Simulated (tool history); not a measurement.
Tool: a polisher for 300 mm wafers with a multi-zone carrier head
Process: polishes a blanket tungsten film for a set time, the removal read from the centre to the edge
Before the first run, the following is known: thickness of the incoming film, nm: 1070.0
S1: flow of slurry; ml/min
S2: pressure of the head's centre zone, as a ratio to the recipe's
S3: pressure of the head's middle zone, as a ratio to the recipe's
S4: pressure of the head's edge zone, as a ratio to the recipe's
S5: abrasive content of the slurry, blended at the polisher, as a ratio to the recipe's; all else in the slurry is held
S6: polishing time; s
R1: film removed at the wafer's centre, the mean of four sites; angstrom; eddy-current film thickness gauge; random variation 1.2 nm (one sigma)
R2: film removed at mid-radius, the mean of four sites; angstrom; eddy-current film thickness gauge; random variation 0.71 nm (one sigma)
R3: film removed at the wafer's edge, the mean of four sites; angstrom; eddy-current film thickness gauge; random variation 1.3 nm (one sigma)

run	day	S1	S2	S3	S4	S5	S6	R1	R2	R3
1	0.000	175	1.00	1.00	1.00	1.0	39	1425.6	1456.9	1454.5
2	0.200	175	1.00	1.00	1.00	1.0	44	1598.6	1628.1	1642.0
3	0.546	175	1.00	1.04	1.00	1.0	44	1609.2	1678.1	1670.9
4	0.654	175	0.96	1.04	1.00	1.0	44	1573.3	1682.3	1651.8
5	0.821	160	0.92	1.05	1.00	0.9	42	1382.3	1571.9	1517.7
6	0.983	160	0.92	1.05	1.06	0.9	42	1374.6	1584.4	1567.8

What will run 7 give?
7	1.133	150	0.89	1.04	1.03	0.8	40	?	?	?

R1: 1219.6 angstrom
R2: 1425.9 angstrom
R3: 1412.1 angstrom
